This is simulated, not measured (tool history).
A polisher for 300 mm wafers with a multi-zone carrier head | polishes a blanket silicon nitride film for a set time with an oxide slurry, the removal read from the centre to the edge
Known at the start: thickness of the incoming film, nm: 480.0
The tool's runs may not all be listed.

run  hour  flow of slurry (ml/min)  pressure of the head's centre zone  pressure of the head's middle zone  pressure of the head's edge zone  abrasive content of the slurry  polishing time (s)  film removed at the wafer's centre (nm)  film removed at mid-radius (nm)  film removed at the wafer's edge (nm)
  1     0                      275                                   1                                   1                                 1                               1                  45                                   31.699                           32.058                                 32.461
  2   8.7                      275                                   1                                1.01                              0.99                            0.95                  45                                   31.837                           30.787                                 30.844
  3   9.8                      300                                   1                                1.01                              0.99                            0.95                  45                                   32.356                           31.264                                 31.723
  4  11.2                      300                                   1                                0.94                              0.99                            0.95                  45                                   32.253                           29.812                                  31.65
  5  19.9                      290                                0.98                                0.95                              0.97                             0.9                  45                                   30.062                           29.061                                 30.245
  6  21.1                      290                                0.98                                0.95                              0.97                               1                  45                                   31.543                            29.76                                 32.189
  7    22                      285                                0.97                                0.96                              0.96                            0.95                  45                                   30.496                           30.096                                 31.151

The next listed run, before its measurement:
  8  29.7                      270                                0.92                                0.95                              0.86                             0.7                  42                                        ?                                ?                                      ?

{"run 8": {"film removed at the wafer's centre (nm)": 22.744, "film removed at mid-radius (nm)": 23.779, "film removed at the wafer's edge (nm)": 22.832}}
